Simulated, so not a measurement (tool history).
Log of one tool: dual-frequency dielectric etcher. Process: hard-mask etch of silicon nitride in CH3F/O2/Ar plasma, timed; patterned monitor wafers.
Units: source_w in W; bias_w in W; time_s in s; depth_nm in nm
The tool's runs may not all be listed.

run  hour  source_w  bias_w  time_s  depth_nm
  1     0       520      78     202    168.86
  2   4.2       520      87     202    172.29
  3   7.7       460      82     202     161.9
  4  15.9       460      82   211.5    169.58
  5  22.9       430      79   209.5    161.68
  6  27.6       400      77   208.5    155.78
  7  31.8       380      75   207.5    150.51

Run 8 comes next. What will it give?
  8  36.9       370      74   207.5         ?

Run 8 gave depth_nm 148.33 nm.

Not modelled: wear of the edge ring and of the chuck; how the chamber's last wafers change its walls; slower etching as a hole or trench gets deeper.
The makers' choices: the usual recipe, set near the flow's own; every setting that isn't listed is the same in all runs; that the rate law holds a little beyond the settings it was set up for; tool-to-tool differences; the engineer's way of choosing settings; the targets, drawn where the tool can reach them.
